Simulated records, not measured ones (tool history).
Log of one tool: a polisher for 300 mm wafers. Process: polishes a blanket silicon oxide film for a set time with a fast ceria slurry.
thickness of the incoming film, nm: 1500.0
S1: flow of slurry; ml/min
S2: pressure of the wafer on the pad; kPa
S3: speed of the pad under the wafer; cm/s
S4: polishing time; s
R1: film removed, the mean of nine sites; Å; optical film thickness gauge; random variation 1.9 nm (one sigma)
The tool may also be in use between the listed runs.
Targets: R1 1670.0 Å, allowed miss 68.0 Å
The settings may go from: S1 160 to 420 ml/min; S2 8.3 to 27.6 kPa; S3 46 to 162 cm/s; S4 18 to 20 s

| run | day | S1 | S2 | S3 | S4 | R1 |
|---|---|---|---|---|---|---|
| 1 | 0.000 | 270 | 17.9 | 104 | 20 | 2598.1 |
| 2 | 0.083 | 205 | 17.9 | 104 | 20 | 2377.7 |
| 3 | 0.408 | 205 | 17.9 | 104 | 20 | 2477.6 |
| 4 | 0.712 | 205 | 16.5 | 104 | 20 | 2234.0 |
| 5 | 1.038 | 200 | 15.2 | 104 | 20 | 2098.2 |
| 6 | 1.371 | 200 | 18.6 | 104 | 20 | 2564.9 |
| 7 | 1.542 | 200 | 13.8 | 102 | 20 | 1822.3 |
| 8 | 1.833 | 195 | 13.8 | 102 | 20 | 1826.5 |
| 9 | 1.925 | 190 | 13.8 | 102 | 20 | 1849.6 |
| 10 | 2.025 | 190 | 13.1 | 102 | 20 | 1775.0 |

5 next moves are on the table. One of them brings every result within its allowed miss. Which?
| A | 2.125 | 165 | 13.1 | 114 | 20 | ? |
| B | 2.125 | 170 | 13.8 | 108 | 20 | ? |
| C | 2.125 | 180 | 17.2 | 96 | 19 | ? |
| D | 2.125 | 175 | 11.7 | 122 | 18 | ? |
| E | 2.125 | 165 | 13.8 | 112 | 20 | ? |

| move | R1 |
|---|---|
| A | 1903.8 |
| B | 1916.8 |
| C | 2056.9 |
| D | 1655.6 |
| E | 1968.5 |
A: further off than the last run
B: further off than the last run
C: further off than the last run
D: meets every target
E: further off than the last run
The right move is D.
